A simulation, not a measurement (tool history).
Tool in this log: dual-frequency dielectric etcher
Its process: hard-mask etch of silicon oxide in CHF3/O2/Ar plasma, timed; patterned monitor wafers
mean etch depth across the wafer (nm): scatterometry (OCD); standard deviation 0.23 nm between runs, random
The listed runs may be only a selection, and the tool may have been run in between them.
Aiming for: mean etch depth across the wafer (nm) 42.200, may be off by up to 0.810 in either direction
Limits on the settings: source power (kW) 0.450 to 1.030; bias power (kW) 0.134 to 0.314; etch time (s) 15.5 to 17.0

run	hour	source power (kW)	bias power (kW)	etch time (s)	mean etch depth across the wafer (nm)
1	0.0	0.740	0.224	17.0	37.655
2	2.7	0.740	0.196	17.0	36.214
3	4.4	0.650	0.196	17.0	33.350
4	11.2	0.650	0.196	17.0	33.879
5	17.7	0.540	0.196	17.0	29.049
6	24.8	0.540	0.217	17.0	30.101
7	27.9	0.540	0.217	17.0	30.020
8	29.1	0.620	0.220	17.0	33.369
9	36.6	0.620	0.220	17.0	33.323
10	38.8	0.670	0.222	17.0	35.041
11	46.0	0.710	0.224	17.0	36.591
12	48.1	0.740	0.225	17.0	38.073
13	49.7	0.760	0.226	17.0	37.917
14	55.2	0.790	0.227	17.0	39.209
15	59.2	0.810	0.228	17.0	39.489
16	61.7	0.830	0.229	17.0	39.999
17	64.3	0.850	0.230	17.0	41.140
18	69.3	0.860	0.230	17.0	41.292

Consider the 4 candidate settings below. Which is the only one whose results all fall within their allowed miss of target?
A	74.3	0.820	0.253	16.5	?
B	74.3	0.950	0.234	15.5	?
C	74.3	0.860	0.244	17.0	?
D	74.3	1.000	0.214	15.5	?

move	mean etch depth across the wafer (nm)
A	40.095
B	40.045
C	42.035
D	40.251
A: the biggest miss grows against the last run
B: the biggest miss grows against the last run
C: every result lands within tolerance
D: the biggest miss grows against the last run
Answer: C

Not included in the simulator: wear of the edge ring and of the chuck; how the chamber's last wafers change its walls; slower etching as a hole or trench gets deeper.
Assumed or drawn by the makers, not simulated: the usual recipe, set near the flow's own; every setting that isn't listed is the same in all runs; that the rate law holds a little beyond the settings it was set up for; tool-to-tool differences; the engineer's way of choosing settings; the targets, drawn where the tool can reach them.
